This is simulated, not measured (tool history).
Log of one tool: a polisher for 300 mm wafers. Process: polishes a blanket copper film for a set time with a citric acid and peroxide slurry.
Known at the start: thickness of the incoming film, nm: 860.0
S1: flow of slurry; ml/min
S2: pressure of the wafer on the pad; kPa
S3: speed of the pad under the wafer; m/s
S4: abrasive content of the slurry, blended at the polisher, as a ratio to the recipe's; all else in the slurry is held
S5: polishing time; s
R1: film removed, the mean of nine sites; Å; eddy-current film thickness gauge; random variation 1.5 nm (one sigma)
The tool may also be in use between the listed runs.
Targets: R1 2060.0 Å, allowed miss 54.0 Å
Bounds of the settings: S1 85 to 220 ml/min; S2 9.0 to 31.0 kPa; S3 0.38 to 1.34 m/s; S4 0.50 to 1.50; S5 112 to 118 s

run    day   S1    S2    S3    S4   S5      R1
  1  0.000  140  20.0  0.86  1.00  112  2354.7
  2  0.100  135  19.3  0.86  1.00  112  2310.7
  3  0.121  135  18.6  0.86  1.00  112  2204.8
  4  0.162  135  18.6  1.06  1.00  112  2639.7
  5  0.388  105  18.6  1.06  1.00  112  2548.3
  6  0.475  100  17.2  1.06  1.00  112  2368.6
  7  0.746  100  16.5  1.06  1.00  112  2296.3
  8  0.808  100  15.9  1.06  1.00  112  2216.1

4 next moves are on the table. One of them brings every result within its allowed miss. Which?
  A  0.871  85  15.9  1.22  0.80  112   ?
  B  0.871  85  15.9  1.08  1.00  114   ?
  C  0.871  85  15.9  1.14  1.15  112   ?
  D  0.871  85  18.6  0.84  0.85  118   ?

move      R1
   A  2336.5
   B  2224.0
   C  2341.1
   D  2055.0
A: further off than the last run
B: further off than the last run
C: further off than the last run
D: meets every target
Move D is the one to make.
